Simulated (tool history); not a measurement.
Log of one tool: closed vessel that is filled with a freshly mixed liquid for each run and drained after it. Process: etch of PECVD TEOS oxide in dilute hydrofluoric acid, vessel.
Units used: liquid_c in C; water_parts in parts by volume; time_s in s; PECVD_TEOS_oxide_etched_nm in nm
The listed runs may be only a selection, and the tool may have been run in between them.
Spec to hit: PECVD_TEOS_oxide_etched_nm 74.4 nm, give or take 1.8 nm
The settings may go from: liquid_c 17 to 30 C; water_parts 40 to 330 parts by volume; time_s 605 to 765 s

{"run": 1, "hour": 0.0, "liquid_c": 22, "water_parts": 185, "time_s": 765, "PECVD_TEOS_oxide_etched_nm": 33.879}
{"run": 2, "hour": 9.2, "liquid_c": 20, "water_parts": 185, "time_s": 765, "PECVD_TEOS_oxide_etched_nm": 31.165}
{"run": 3, "hour": 13.2, "liquid_c": 21.5, "water_parts": 185, "time_s": 765, "PECVD_TEOS_oxide_etched_nm": 33.472}
{"run": 4, "hour": 15.8, "liquid_c": 21.5, "water_parts": 185, "time_s": 605, "PECVD_TEOS_oxide_etched_nm": 26.008}
{"run": 5, "hour": 20.0, "liquid_c": 23, "water_parts": 185, "time_s": 605, "PECVD_TEOS_oxide_etched_nm": 27.936}
{"run": 6, "hour": 21.3, "liquid_c": 26, "water_parts": 185, "time_s": 605, "PECVD_TEOS_oxide_etched_nm": 31.499}
{"run": 7, "hour": 23.7, "liquid_c": 26.5, "water_parts": 165, "time_s": 605, "PECVD_TEOS_oxide_etched_nm": 36.513}
{"run": 8, "hour": 31.0, "liquid_c": 27, "water_parts": 150, "time_s": 605, "PECVD_TEOS_oxide_etched_nm": 41.82}
{"run": 9, "hour": 36.1, "liquid_c": 27.5, "water_parts": 140, "time_s": 605, "PECVD_TEOS_oxide_etched_nm": 45.185}
{"run": 10, "hour": 44.3, "liquid_c": 28, "water_parts": 130, "time_s": 605, "PECVD_TEOS_oxide_etched_nm": 50.046}
{"run": 11, "hour": 53.6, "liquid_c": 28.5, "water_parts": 120, "time_s": 605, "PECVD_TEOS_oxide_etched_nm": 56.139}
{"run": 12, "hour": 62.0, "liquid_c": 28.5, "water_parts": 115, "time_s": 605, "PECVD_TEOS_oxide_etched_nm": 60.379}
{"run": 13, "hour": 67.4, "liquid_c": 28.5, "water_parts": 110, "time_s": 605, "PECVD_TEOS_oxide_etched_nm": 63.643}
{"run": 14, "hour": 68.7, "liquid_c": 30, "water_parts": 90, "time_s": 605, "PECVD_TEOS_oxide_etched_nm": 84.313}
{"run": 15, "hour": 75.2, "liquid_c": 29.5, "water_parts": 90, "time_s": 605, "PECVD_TEOS_oxide_etched_nm": 81.555}

4 next moves are on the table. One of them brings every result within its allowed miss. Which?
{"run": "A", "hour": 81.7, "liquid_c": 30, "water_parts": 105, "time_s": 750, "PECVD_TEOS_oxide_etched_nm": "?"}
{"run": "B", "hour": 81.7, "liquid_c": 26, "water_parts": 90, "time_s": 670, "PECVD_TEOS_oxide_etched_nm": "?"}
{"run": "C", "hour": 81.7, "liquid_c": 28, "water_parts": 105, "time_s": 685, "PECVD_TEOS_oxide_etched_nm": "?"}
{"run": "D", "hour": 81.7, "liquid_c": 26, "water_parts": 90, "time_s": 660, "PECVD_TEOS_oxide_etched_nm": "?"}

move=A PECVD_TEOS_oxide_etched_nm=87.136
move=B PECVD_TEOS_oxide_etched_nm=79.524
move=C PECVD_TEOS_oxide_etched_nm=73.807
move=D PECVD_TEOS_oxide_etched_nm=78.337
A: the biggest miss grows against the last run
B: gains on the last run, yet a result remains outside its allowed miss
C: meets every target
D: gains on the last run, yet a result remains outside its allowed miss
Correct choice: C, which meets every target

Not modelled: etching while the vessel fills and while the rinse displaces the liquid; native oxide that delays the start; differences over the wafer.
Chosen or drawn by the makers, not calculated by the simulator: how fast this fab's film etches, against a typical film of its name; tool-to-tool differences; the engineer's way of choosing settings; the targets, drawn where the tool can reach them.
